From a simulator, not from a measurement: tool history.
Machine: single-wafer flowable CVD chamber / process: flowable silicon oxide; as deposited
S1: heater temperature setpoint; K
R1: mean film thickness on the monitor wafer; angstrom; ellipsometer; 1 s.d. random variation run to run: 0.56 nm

run 1 day=0.000 | S1=363.15 chamber_pressure_(Pa)=76.4 RF_power_(W)=2495 deposition_time_(s)=391 | R1=2512.6
run 2 day=0.321 | S1=363.15 chamber_pressure_(Pa)=76.4 RF_power_(W)=2495 deposition_time_(s)=373 | R1=2418.9
run 3 day=0.562 | S1=356.15 chamber_pressure_(Pa)=76.4 RF_power_(W)=2495 deposition_time_(s)=373 | R1=3010.4
run 4 day=0.700 | S1=365.15 chamber_pressure_(Pa)=76.4 RF_power_(W)=2495 deposition_time_(s)=373 | R1=2259.6
run 5 day=0.942 | S1=371.15 chamber_pressure_(Pa)=76.3 RF_power_(W)=2495 deposition_time_(s)=373 | R1=1808.5
run 6 day=1.217 | S1=374.15 chamber_pressure_(Pa)=76.1 RF_power_(W)=2495 deposition_time_(s)=373 | R1=1624.9
run 7 day=1.408 | S1=376.15 chamber_pressure_(Pa)=76.1 RF_power_(W)=2495 deposition_time_(s)=373 | R1=1516.5

Run 8 comes next. What will it give?
run 8 day=1.454 | S1=376.15 chamber_pressure_(Pa)=76.1 RF_power_(W)=2495 deposition_time_(s)=373 | R1=?

{"run 8": {"R1": 1506.1}}
